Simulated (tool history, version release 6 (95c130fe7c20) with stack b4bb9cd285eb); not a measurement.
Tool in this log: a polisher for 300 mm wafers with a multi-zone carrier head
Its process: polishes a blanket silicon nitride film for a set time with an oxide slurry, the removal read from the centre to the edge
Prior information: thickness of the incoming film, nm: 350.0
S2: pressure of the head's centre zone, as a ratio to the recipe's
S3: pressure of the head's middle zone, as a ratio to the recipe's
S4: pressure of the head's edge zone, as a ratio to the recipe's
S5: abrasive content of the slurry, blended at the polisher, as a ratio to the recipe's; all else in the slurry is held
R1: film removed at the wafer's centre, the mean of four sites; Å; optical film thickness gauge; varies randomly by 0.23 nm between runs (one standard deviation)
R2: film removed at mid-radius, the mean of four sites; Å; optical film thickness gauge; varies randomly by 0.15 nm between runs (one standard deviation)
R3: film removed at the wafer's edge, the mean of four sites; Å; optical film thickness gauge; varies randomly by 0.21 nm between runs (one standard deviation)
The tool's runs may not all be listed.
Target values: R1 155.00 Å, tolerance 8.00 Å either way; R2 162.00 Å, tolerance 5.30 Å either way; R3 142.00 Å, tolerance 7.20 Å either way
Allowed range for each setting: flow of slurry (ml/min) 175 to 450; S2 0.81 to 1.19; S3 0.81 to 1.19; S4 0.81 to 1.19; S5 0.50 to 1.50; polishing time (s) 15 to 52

Run 1, day 0.000: flow of slurry (ml/min) 290, S2 1.00, S3 1.00, S4 1.00, S5 1.00, polishing time (s) 33. Result: R1 236.87 Å, R2 247.40 Å, R3 241.76 Å.
Run 2, day 0.142: flow of slurry (ml/min) 295, S2 1.01, S3 1.01, S4 0.97, S5 0.85, polishing time (s) 31. Result: R1 214.10 Å, R2 209.62 Å, R3 203.20 Å.
Run 3, day 0.238: flow of slurry (ml/min) 295, S2 1.01, S3 1.01, S4 1.05, S5 0.85, polishing time (s) 31. Result: R1 205.42 Å, R2 211.60 Å, R3 211.24 Å.
Run 4, day 0.517: flow of slurry (ml/min) 240, S2 1.01, S3 1.01, S4 1.05, S5 0.85, polishing time (s) 31. Result: R1 205.05 Å, R2 208.98 Å, R3 207.66 Å.
Run 5, day 0.733: flow of slurry (ml/min) 240, S2 1.01, S3 0.96, S4 1.05, S5 0.85, polishing time (s) 31. Result: R1 203.29 Å, R2 197.24 Å, R3 206.95 Å.
Run 6, day 1.025: flow of slurry (ml/min) 235, S2 0.99, S3 0.99, S4 1.01, S5 0.75, polishing time (s) 30. Result: R1 172.69 Å, R2 178.76 Å, R3 180.48 Å.
Run 7, day 1.279: flow of slurry (ml/min) 230, S2 0.99, S3 1.01, S4 0.97, S5 0.70, polishing time (s) 30. Result: R1 166.17 Å, R2 170.43 Å, R3 163.82 Å.
Run 8, day 1.475: flow of slurry (ml/min) 215, S2 0.95, S3 1.04, S4 0.87, S5 0.65, polishing time (s) 30. Result: R1 143.83 Å, R2 161.38 Å, R3 148.59 Å.

5 next moves are on the table. One of them brings every result within its allowed miss. Which?
Run A, day 1.671: flow of slurry (ml/min) 220, S2 0.95, S3 1.07, S4 0.87, S5 0.75, polishing time (s) 28. Result: R1 ?, R2 ?, R3 ?.
Run B, day 1.671: flow of slurry (ml/min) 285, S2 0.99, S3 1.11, S4 0.81, S5 0.50, polishing time (s) 39. Result: R1 ?, R2 ?, R3 ?.
Run C, day 1.671: flow of slurry (ml/min) 250, S2 0.85, S3 1.07, S4 0.89, S5 0.60, polishing time (s) 32. Result: R1 ?, R2 ?, R3 ?.
Run D, day 1.671: flow of slurry (ml/min) 200, S2 0.96, S3 0.92, S4 0.89, S5 0.60, polishing time (s) 35. Result: R1 ?, R2 ?, R3 ?.
Run E, day 1.671: flow of slurry (ml/min) 225, S2 1.03, S3 1.05, S4 0.84, S5 0.75, polishing time (s) 26. Result: R1 ?, R2 ?, R3 ?.

move      R1      R2      R3
   A  156.98  175.24  154.84
   B  158.35  172.94  143.63
   C  134.14  167.34  148.77
   D  160.85  162.50  159.68
   E  158.61  161.21  141.86
A: gets the furthest-off result to its target, but another result is out of tolerance
B: gets the furthest-off result to its target, but another result is out of tolerance
C: moves away from the targets compared with the last run
D: gets the furthest-off result to its target, but another result is out of tolerance
E: each result inside its tolerance
E meets every target.
